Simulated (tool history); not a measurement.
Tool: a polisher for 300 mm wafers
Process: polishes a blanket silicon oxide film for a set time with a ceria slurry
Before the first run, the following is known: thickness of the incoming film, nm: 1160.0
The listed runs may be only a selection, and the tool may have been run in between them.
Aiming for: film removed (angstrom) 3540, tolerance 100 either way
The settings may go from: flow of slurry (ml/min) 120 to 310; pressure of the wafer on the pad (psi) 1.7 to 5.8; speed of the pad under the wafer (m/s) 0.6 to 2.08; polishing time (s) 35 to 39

run,day,flow of slurry (ml/min),pressure of the wafer on the pad (psi),speed of the pad under the wafer (m/s),polishing time (s),film removed (angstrom)
1,0,200,3.7,1.34,39,2823.3
2,0.308,155,3.7,1.34,39,2693.4
3,0.446,155,3,1.34,39,2397.1
4,0.733,165,3.5,1.34,39,2657.3
5,1.004,165,3.5,1.04,39,2074.7
6,1.317,165,3.5,0.72,39,1450.2
7,1.679,170,4.1,0.82,39,1815.2
8,2.029,180,4.6,0.92,39,2209.9
9,2.054,185,4.9,0.98,39,2508.2
10,2.217,190,5.1,1.02,39,2646.1
11,2.567,195,5.3,1.06,39,2828.1
12,2.867,195,5.4,1.1,39,2979
13,3.012,200,5.5,1.14,39,3185.4
14,3.138,205,5.6,1.16,39,3286.1

Which single option among these 4 for the next run brings every result within its allowed miss of target? Just one does.
A,3.262,240,5.8,1.3,39,?
B,3.262,210,5.1,1.44,39,?
C,3.262,215,5.8,1.32,36,?
D,3.262,280,4.6,1.3,39,?

move,film removed (angstrom)
A,3763
B,3724
C,3481.9
D,3230.9
A: moves the result that the last run missed by most past its target, out the other side
B: moves the result that the last run missed by most past its target, out the other side
C: all results land within tolerance of their targets
D: misses by more than the last run did
Answer: C
